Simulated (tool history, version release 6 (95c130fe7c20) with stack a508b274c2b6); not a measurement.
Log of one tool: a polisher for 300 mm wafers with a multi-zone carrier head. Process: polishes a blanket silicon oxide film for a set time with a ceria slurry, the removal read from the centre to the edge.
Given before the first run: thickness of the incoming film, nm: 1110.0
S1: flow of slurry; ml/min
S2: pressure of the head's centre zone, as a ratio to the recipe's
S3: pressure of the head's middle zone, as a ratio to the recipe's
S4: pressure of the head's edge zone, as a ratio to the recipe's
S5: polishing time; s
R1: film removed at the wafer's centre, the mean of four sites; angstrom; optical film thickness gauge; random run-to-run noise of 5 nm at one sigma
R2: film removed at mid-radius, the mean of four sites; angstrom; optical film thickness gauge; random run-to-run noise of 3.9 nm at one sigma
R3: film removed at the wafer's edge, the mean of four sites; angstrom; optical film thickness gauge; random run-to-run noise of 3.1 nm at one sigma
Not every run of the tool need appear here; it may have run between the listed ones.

{"run": 1, "hour": 0.0, "S1": 150, "S2": 1.0, "S3": 1.0, "S4": 1.0, "S5": 67, "R1": 4082.5, "R2": 3958.2, "R3": 3928.0}
{"run": 2, "hour": 1.4, "S1": 150, "S2": 0.93, "S3": 1.0, "S4": 1.0, "S5": 67, "R1": 3775.3, "R2": 3958.8, "R3": 3958.7}
{"run": 3, "hour": 9.9, "S1": 170, "S2": 0.98, "S3": 1.05, "S4": 1.04, "S5": 68, "R1": 4124.6, "R2": 4290.1, "R3": 4142.5}
{"run": 4, "hour": 10.5, "S1": 170, "S2": 0.98, "S3": 1.05, "S4": 1.04, "S5": 79, "R1": 4825.0, "R2": 5004.7, "R3": 4708.1}
{"run": 5, "hour": 15.2, "S1": 150, "S2": 0.98, "S3": 1.05, "S4": 1.04, "S5": 79, "R1": 4756.3, "R2": 4885.5, "R3": 4659.2}
{"run": 6, "hour": 19.7, "S1": 160, "S2": 1.0, "S3": 1.06, "S4": 1.03, "S5": 79, "R1": 4919.1, "R2": 4989.9, "R3": 4743.2}
{"run": 7, "hour": 27.9, "S1": 170, "S2": 1.01, "S3": 1.08, "S4": 1.0, "S5": 78, "R1": 4858.3, "R2": 5014.8, "R3": 4652.5}

Run 8 has not been measured yet. What should we expect?
{"run": 8, "hour": 34.3, "S1": 180, "S2": 1.03, "S3": 1.1, "S4": 0.98, "S5": 78, "R1": "?", "R2": "?", "R3": "?"}

Run 8 yielded R1 5004.7 angstrom, R2 5192.1 angstrom, R3 4704.1 angstrom.

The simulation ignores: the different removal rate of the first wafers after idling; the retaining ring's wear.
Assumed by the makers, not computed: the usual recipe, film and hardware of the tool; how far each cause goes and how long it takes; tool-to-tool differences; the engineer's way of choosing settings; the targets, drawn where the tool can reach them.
